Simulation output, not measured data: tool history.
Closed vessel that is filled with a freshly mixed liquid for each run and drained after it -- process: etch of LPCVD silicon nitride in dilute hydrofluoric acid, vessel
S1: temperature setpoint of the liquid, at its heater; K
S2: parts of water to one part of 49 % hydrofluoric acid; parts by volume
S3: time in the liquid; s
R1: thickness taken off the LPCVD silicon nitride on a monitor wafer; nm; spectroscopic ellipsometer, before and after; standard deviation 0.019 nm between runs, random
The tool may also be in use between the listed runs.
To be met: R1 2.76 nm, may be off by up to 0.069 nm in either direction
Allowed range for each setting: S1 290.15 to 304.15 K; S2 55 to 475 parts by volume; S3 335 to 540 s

Run 1, hour 0: S1 296.15 K, S2 265 parts by volume, S3 540 s. Result: R1 0.89863 nm.
Run 2, hour 4.3: S1 297.65 K, S2 235 parts by volume, S3 540 s. Result: R1 1.1207 nm.
Run 3, hour 7.3: S1 298.65 K, S2 210 parts by volume, S3 540 s. Result: R1 1.3481 nm.
Run 4, hour 17.1: S1 298.65 K, S2 210 parts by volume, S3 335 s. Result: R1 0.82616 nm.
Run 5, hour 18.8: S1 299.65 K, S2 180 parts by volume, S3 375 s. Result: R1 1.1382 nm.
Run 6, hour 25.3: S1 299.65 K, S2 115 parts by volume, S3 375 s. Result: R1 1.7902 nm.
Run 7, hour 30.7: S1 299.65 K, S2 105 parts by volume, S3 390 s. Result: R1 2.0206 nm.
Run 8, hour 39: S1 299.65 K, S2 95 parts by volume, S3 390 s. Result: R1 2.2428 nm.
Run 9, hour 48.8: S1 299.15 K, S2 90 parts by volume, S3 390 s. Result: R1 2.2869 nm.
Run 10, hour 58.3: S1 297.65 K, S2 90 parts by volume, S3 390 s. Result: R1 2.0918 nm.
Run 11, hour 61.2: S1 298.65 K, S2 85 parts by volume, S3 390 s. Result: R1 2.3591 nm.
Run 12, hour 64.4: S1 298.65 K, S2 80 parts by volume, S3 390 s. Result: R1 2.5241 nm.
Run 13, hour 69.8: S1 298.15 K, S2 80 parts by volume, S3 390 s. Result: R1 2.454 nm.
Run 14, hour 77.2: S1 297.65 K, S2 80 parts by volume, S3 390 s. Result: R1 2.3462 nm.
Run 15, hour 83.2: S1 298.15 K, S2 75 parts by volume, S3 390 s. Result: R1 2.5993 nm.
Run 16, hour 88: S1 297.65 K, S2 75 parts by volume, S3 390 s. Result: R1 2.517 nm.
Run 17, hour 92.9: S1 297.65 K, S2 70 parts by volume, S3 390 s. Result: R1 2.663 nm.
Run 18, hour 94.6: S1 297.15 K, S2 70 parts by volume, S3 390 s. Result: R1 2.5834 nm.

Next run, 5 choices. One meets every target within its allowed miss, the rest don't. Which?
Run A, hour 96.3: S1 294.15 K, S2 70 parts by volume, S3 540 s. Result: R1 ?.
Run B, hour 96.3: S1 299.15 K, S2 75 parts by volume, S3 335 s. Result: R1 ?.
Run C, hour 96.3: S1 297.65 K, S2 90 parts by volume, S3 540 s. Result: R1 ?.
Run D, hour 96.3: S1 299.15 K, S2 65 parts by volume, S3 335 s. Result: R1 ?.
Run E, hour 96.3: S1 297.15 K, S2 85 parts by volume, S3 530 s. Result: R1 ?.

move      R1
   A  2.9501
   B  2.3905
   C  2.9155
   D  2.7536
   E  2.9291
A: takes the result that was furthest off past its target
B: moves away from the targets compared with the last run
C: takes the result that was furthest off past its target
D: all results in spec
E: takes the result that was furthest off past its target
D meets every target.
